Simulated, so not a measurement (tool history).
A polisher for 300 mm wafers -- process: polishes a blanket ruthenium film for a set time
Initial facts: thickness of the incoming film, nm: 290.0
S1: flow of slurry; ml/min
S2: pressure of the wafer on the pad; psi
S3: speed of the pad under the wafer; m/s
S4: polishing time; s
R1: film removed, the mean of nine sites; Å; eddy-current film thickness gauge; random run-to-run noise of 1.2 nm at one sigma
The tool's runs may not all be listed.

| run | day | S1 | S2 | S3 | S4 | R1 |
|---|---|---|---|---|---|---|
| 1 | 0 | 305 | 2.3 | 1.14 | 97 | 1354.4 |
| 2 | 0.158 | 305 | 2.3 | 0.94 | 97 | 1127.3 |
| 3 | 0.454 | 335 | 2.3 | 0.94 | 97 | 1134.5 |
| 4 | 0.538 | 400 | 2.3 | 0.94 | 97 | 1164.1 |
| 5 | 0.733 | 400 | 2.2 | 0.94 | 97 | 1088.9 |
| 6 | 0.883 | 400 | 2.2 | 1.04 | 97 | 1243.4 |
| 7 | 1.042 | 395 | 2.1 | 1.04 | 97 | 1206.4 |

Predict the results of run 8:
| 8 | 1.183 | 395 | 2 | 1.04 | 97 | ? |

R1: 1142.3 Å

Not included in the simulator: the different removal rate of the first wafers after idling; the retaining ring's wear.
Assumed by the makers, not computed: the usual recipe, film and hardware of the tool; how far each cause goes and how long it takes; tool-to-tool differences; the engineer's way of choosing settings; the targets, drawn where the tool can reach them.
